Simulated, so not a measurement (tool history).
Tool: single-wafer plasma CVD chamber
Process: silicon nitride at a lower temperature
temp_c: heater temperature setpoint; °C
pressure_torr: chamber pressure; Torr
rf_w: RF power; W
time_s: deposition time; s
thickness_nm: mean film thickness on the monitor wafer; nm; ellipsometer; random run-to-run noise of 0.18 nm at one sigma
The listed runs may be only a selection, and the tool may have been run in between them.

| run | hour | temp_c | pressure_torr | rf_w | time_s | thickness_nm |
|---|---|---|---|---|---|---|
| 1 | 0 | 345 | 1.5 | 270 | 37.4 | 44.695 |
| 2 | 6.8 | 345 | 1.45 | 265 | 37.4 | 43.413 |
| 3 | 10.8 | 345 | 1.65 | 265 | 37.4 | 44.589 |
| 4 | 13.9 | 345 | 1.91 | 265 | 37.4 | 46.807 |
| 5 | 17.1 | 345 | 1.91 | 265 | 38.6 | 48.268 |
| 6 | 22.7 | 345 | 1.91 | 265 | 38.6 | 48.192 |

The next listed run, before its measurement:
| 7 | 24.9 | 345 | 1.84 | 255 | 38.6 | ? |

thickness_nm: 45.782 nm
